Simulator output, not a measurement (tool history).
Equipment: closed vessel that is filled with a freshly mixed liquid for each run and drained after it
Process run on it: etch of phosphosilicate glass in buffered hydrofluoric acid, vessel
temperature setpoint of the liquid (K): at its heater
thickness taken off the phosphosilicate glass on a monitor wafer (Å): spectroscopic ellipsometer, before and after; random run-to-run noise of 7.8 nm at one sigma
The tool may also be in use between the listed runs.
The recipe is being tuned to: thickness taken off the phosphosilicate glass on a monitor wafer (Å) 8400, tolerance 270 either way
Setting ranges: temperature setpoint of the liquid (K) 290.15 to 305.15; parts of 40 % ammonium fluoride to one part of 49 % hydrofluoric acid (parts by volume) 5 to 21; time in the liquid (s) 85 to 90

run    day  temperature setpoint of the liquid (K)  parts of 40 % ammonium fluoride to one part of 49 % hydrofluoric acid (parts by volume)  time in the liquid (s)  thickness taken off the phosphosilicate glass on a monitor wafer (Å)
  1      0                                  297.15                                                                                       13                      85                                                                5054.1
  2  0.062                                  299.65                                                                                     12.5                      85                                                                6104.6
  3  0.133                                  301.15                                                                                     12.5                      85                                                                6568.7
  4  0.504                                  298.65                                                                                     12.5                      85                                                                5812.9
  5  0.562                                  300.65                                                                                     12.5                      85                                                                6389.2
  6  0.883                                  302.15                                                                                     12.5                      85                                                                6954.9
  7  1.096                                  303.15                                                                                     12.5                      85                                                                  7455
  8  1.229                                  303.65                                                                                     12.5                      85                                                                7537.7
  9  1.458                                  304.15                                                                                     12.5                      85                                                                7837.6
 10  1.779                                  304.65                                                                                     12.5                      85                                                                7913.5

Consider the 5 candidate settings below. Which is the only one whose results all fall within their allowed miss of target?
  A  2.1                                  304.65                                                                                       13                      85                                                                     ?
  B  2.1                                  305.15                                                                                       12                      85                                                                     ?
  C  2.1                                  305.15                                                                                     14.5                      90                                                                     ?
  D  2.1                                  303.15                                                                                     10.5                      90                                                                     ?
  E  2.1                                  300.65                                                                                        9                      90                                                                     ?

move  thickness taken off the phosphosilicate glass on a monitor wafer (Å)
   A                                                                7645.1
   B                                                                8483.7
   C                                                                7466.6
   D                                                                9216.8
   E                                                                9047.2
A: moves away from the targets compared with the last run
B: all results land within tolerance of their targets
C: moves away from the targets compared with the last run
D: carries the result that was furthest off beyond its target, to the other side
E: carries the result that was furthest off beyond its target, to the other side
The right move is B.
